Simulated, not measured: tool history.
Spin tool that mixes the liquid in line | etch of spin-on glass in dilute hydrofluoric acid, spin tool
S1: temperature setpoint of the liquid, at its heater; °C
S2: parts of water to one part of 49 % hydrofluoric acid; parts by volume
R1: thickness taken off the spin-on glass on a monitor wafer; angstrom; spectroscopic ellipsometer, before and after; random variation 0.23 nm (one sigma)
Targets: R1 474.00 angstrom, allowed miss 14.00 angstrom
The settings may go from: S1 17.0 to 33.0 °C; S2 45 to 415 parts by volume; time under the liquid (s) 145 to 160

Run 1, hour 0.0: S1 25.0 °C, S2 230 parts by volume, time under the liquid (s) 145. Result: R1 320.51 angstrom.
Run 2, hour 5.1: S1 25.5 °C, S2 225 parts by volume, time under the liquid (s) 145. Result: R1 340.62 angstrom.
Run 3, hour 9.9: S1 25.5 °C, S2 225 parts by volume, time under the liquid (s) 145. Result: R1 338.67 angstrom.
Run 4, hour 14.5: S1 25.5 °C, S2 270 parts by volume, time under the liquid (s) 145. Result: R1 270.65 angstrom.
Run 5, hour 20.5: S1 26.0 °C, S2 265 parts by volume, time under the liquid (s) 145. Result: R1 281.44 angstrom.
Run 6, hour 23.8: S1 26.5 °C, S2 260 parts by volume, time under the liquid (s) 145. Result: R1 291.76 angstrom.
Run 7, hour 27.4: S1 27.0 °C, S2 255 parts by volume, time under the liquid (s) 145. Result: R1 304.73 angstrom.
Run 8, hour 33.9: S1 27.5 °C, S2 250 parts by volume, time under the liquid (s) 145. Result: R1 318.99 angstrom.

5 next moves are on the table. One of them brings every result within its allowed miss. Which?
Run A, hour 40.4: S1 32.0 °C, S2 185 parts by volume, time under the liquid (s) 145. Result: R1 ?.
Run B, hour 40.4: S1 27.0 °C, S2 195 parts by volume, time under the liquid (s) 160. Result: R1 ?.
Run C, hour 40.4: S1 27.0 °C, S2 180 parts by volume, time under the liquid (s) 160. Result: R1 ?.
Run D, hour 40.4: S1 29.0 °C, S2 220 parts by volume, time under the liquid (s) 160. Result: R1 ?.
Run E, hour 40.4: S1 28.0 °C, S2 340 parts by volume, time under the liquid (s) 145. Result: R1 ?.

move      R1
   A  538.53
   B  467.41
   C  515.30
   D  431.72
   E  214.84
A: takes the result that was furthest off past its target
B: meets every target
C: takes the result that was furthest off past its target
D: nearer than the last run, and not there yet
E: further off than the last run
Answer: B
